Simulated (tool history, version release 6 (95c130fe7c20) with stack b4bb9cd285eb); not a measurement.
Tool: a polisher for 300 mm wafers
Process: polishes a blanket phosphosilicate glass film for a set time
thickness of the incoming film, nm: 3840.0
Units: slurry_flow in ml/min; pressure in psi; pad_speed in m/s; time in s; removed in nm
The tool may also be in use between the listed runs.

run 1 day=0.000 | slurry_flow=295 pressure=3.3 pad_speed=1.18 slurry_solids=1.0 time=59 | removed=654.92
run 2 day=0.038 | slurry_flow=295 pressure=3.0 pad_speed=1.18 slurry_solids=1.0 time=59 | removed=596.36
run 3 day=0.104 | slurry_flow=295 pressure=2.8 pad_speed=1.18 slurry_solids=1.0 time=59 | removed=564.53
run 4 day=0.442 | slurry_flow=220 pressure=2.8 pad_speed=1.18 slurry_solids=1.0 time=59 | removed=545.23
run 5 day=0.521 | slurry_flow=220 pressure=2.8 pad_speed=1.18 slurry_solids=1.0 time=61 | removed=567.25
run 6 day=0.838 | slurry_flow=220 pressure=2.8 pad_speed=1.18 slurry_solids=1.2 time=61 | removed=606.82

Run 7 comes next. What will it give?
run 7 day=0.900 | slurry_flow=220 pressure=2.6 pad_speed=1.18 slurry_solids=1.2 time=61 | removed=?

removed: 572.75 nm
